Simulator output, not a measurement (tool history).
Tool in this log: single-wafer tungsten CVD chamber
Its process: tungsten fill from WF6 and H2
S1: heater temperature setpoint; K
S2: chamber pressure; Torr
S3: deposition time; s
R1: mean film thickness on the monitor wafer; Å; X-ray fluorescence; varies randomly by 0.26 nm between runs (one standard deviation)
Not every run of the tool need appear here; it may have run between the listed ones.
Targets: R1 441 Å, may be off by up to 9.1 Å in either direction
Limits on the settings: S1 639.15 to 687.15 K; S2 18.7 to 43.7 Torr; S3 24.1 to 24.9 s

| run | hour | S1 | S2 | S3 | R1 |
|---|---|---|---|---|---|
| 1 | 0 | 663.15 | 31.2 | 24.1 | 553.11 |
| 2 | 5.4 | 674.15 | 31.2 | 24.1 | 664.68 |
| 3 | 8.1 | 674.15 | 25.9 | 24.1 | 590.72 |
| 4 | 15.3 | 674.15 | 31.3 | 24.1 | 661.95 |
| 5 | 21.4 | 671.15 | 31.2 | 24.1 | 624.61 |
| 6 | 25.9 | 669.15 | 31.1 | 24.1 | 609.79 |
| 7 | 28.9 | 667.15 | 31 | 24.1 | 586.38 |
| 8 | 31.9 | 665.15 | 31 | 24.1 | 560.98 |
| 9 | 40.1 | 664.15 | 31 | 24.1 | 554.57 |
| 10 | 46.1 | 663.15 | 31 | 24.1 | 546.79 |
| 11 | 52.7 | 662.15 | 31 | 24.1 | 539.95 |
| 12 | 54.1 | 661.15 | 31 | 24.1 | 526.04 |
| 13 | 58.2 | 660.15 | 31 | 24.1 | 514.76 |
| 14 | 62 | 660.15 | 31 | 24.1 | 525.07 |
| 15 | 66.3 | 659.15 | 31 | 24.1 | 504.38 |
| 16 | 74.8 | 658.15 | 31 | 24.1 | 502.15 |
| 17 | 82.1 | 657.15 | 31 | 24.1 | 489.49 |
| 18 | 84.1 | 656.15 | 31 | 24.1 | 483.79 |
| 19 | 92.5 | 655.15 | 31 | 24.1 | 476.27 |
| 20 | 94.1 | 652.15 | 30.9 | 24.1 | 450 |

Consider the 5 candidate settings below. Which is the only one whose results all fall within their allowed miss of target?
| A | 95.7 | 658.15 | 26.4 | 24.4 | ? |
| B | 95.7 | 652.15 | 31.4 | 24.9 | ? |
| C | 95.7 | 652.15 | 31.8 | 24.6 | ? |
| D | 95.7 | 652.15 | 30.2 | 24.1 | ? |
| E | 95.7 | 659.15 | 26.3 | 24.1 | ? |

| move | R1 |
|---|---|
| A | 465 |
| B | 471.73 |
| C | 469.33 |
| D | 446.6 |
| E | 466.31 |
A: moves away from the targets compared with the last run
B: moves away from the targets compared with the last run
C: moves away from the targets compared with the last run
D: all results land within tolerance of their targets
E: moves away from the targets compared with the last run
Go with D: it meets all targets.
